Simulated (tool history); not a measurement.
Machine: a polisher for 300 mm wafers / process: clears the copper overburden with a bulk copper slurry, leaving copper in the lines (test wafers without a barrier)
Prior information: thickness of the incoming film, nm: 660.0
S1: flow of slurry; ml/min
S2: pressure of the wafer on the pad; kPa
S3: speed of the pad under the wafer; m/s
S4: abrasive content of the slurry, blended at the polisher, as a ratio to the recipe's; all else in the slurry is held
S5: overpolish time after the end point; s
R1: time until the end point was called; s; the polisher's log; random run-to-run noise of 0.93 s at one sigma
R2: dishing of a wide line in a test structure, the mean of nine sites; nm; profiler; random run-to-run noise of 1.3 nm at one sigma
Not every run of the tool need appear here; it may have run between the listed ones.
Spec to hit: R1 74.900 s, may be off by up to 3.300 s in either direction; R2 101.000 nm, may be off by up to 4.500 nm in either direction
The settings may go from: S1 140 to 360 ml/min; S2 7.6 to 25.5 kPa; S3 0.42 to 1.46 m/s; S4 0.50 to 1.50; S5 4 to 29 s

run 1 hour=0.0 | S1=230 S2=16.5 S3=0.94 S4=1.00 S5=15 | R1=82.577 R2=75.238
run 2 hour=7.0 | S1=230 S2=16.5 S3=0.94 S4=1.00 S5=13 | R1=82.753 R2=67.524
run 3 hour=12.7 | S1=230 S2=17.2 S3=0.94 S4=1.00 S5=15 | R1=78.579 R2=78.049
run 4 hour=19.0 | S1=210 S2=17.2 S3=0.94 S4=1.00 S5=15 | R1=81.238 R2=76.602
run 5 hour=25.3 | S1=265 S2=17.2 S3=0.94 S4=1.00 S5=15 | R1=77.782 R2=79.484
run 6 hour=31.3 | S1=265 S2=18.6 S3=0.94 S4=1.00 S5=15 | R1=71.185 R2=83.011
run 7 hour=40.1 | S1=260 S2=18.6 S3=0.94 S4=1.00 S5=16 | R1=71.077 R2=88.058
run 8 hour=45.0 | S1=255 S2=18.6 S3=0.94 S4=1.00 S5=17 | R1=73.619 R2=90.457
run 9 hour=53.5 | S1=255 S2=18.6 S3=0.94 S4=1.00 S5=18 | R1=73.430 R2=93.758

Exactly one of the 4 candidate moves below puts every result within its allowed miss. Which one?
run A hour=62.0 | S1=230 S2=20.0 S3=1.00 S4=0.95 S5=13 | R1=? R2=?
run B hour=62.0 | S1=245 S2=17.9 S3=0.96 S4=1.00 S5=21 | R1=? R2=?
run C hour=62.0 | S1=255 S2=18.6 S3=0.92 S4=1.00 S5=17 | R1=? R2=?
run D hour=62.0 | S1=260 S2=18.6 S3=0.98 S4=1.10 S5=21 | R1=? R2=?

move=A R1=64.364 R2=81.094
move=B R1=73.235 R2=100.340
move=C R1=73.227 R2=88.380
move=D R1=67.558 R2=105.920
A: further off than the last run
B: hits every target within its allowed miss
C: further off than the last run
D: moves the result that the last run missed by most past its target, out the other side
The right move is B.
